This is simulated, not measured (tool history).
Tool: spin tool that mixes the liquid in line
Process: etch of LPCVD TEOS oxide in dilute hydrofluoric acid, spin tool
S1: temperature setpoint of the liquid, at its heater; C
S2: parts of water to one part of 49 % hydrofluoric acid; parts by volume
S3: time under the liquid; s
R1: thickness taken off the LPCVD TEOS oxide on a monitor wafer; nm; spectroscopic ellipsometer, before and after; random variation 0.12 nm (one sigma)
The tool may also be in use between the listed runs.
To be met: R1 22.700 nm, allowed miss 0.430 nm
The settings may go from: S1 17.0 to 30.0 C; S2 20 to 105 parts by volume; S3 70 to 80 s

run,hour,S1,S2,S3,R1
1,0.0,22.0,55,70,25.278
2,7.5,21.0,55,70,24.177
3,10.5,21.0,55,80,27.770
4,11.3,21.0,35,80,44.098
5,19.2,24.0,35,80,50.431
6,20.4,21.5,45,80,34.926
7,28.1,17.5,55,80,24.041
8,28.8,17.0,55,80,23.596
9,36.2,17.0,55,75,21.742

Which of these 4 next moves meets every target?
A,43.6,17.0,55,70,?
B,43.6,18.0,50,70,?
C,43.6,17.0,50,70,?
D,43.6,17.5,55,70,?

move,R1
A,20.454
B,23.626
C,22.625
D,20.901
A: further off than the last run
B: takes the result that was furthest off past its target
C: meets every target
D: further off than the last run
Answer: C
